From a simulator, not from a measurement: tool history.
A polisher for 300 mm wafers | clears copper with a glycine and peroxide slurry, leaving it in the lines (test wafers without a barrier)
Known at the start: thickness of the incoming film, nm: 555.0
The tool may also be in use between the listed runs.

run	hour	flow of slurry (ml/min)	pressure of the wafer on the pad (psi)	speed of the pad under the wafer (cm/s)	overpolish time after the end point (s)	time until the end point was called (s)	dishing of a wide line in a test structure (nm)
1	0.0	185	3.2	88	9	102.73	25.720
2	7.5	185	3.2	66	9	122.89	22.479
3	12.9	215	3.2	66	9	118.40	23.444
4	16.8	215	3.2	66	12	122.53	27.738
5	24.0	185	3.2	66	12	131.03	26.788
6	26.8	200	3.6	68	11	114.16	27.355

Forecast run 7:
7	31.6	210	4.0	70	10	?	?

{"run 7": {"time until the end point was called (s)": 100.16, "dishing of a wide line in a test structure (nm)": 27.087}}
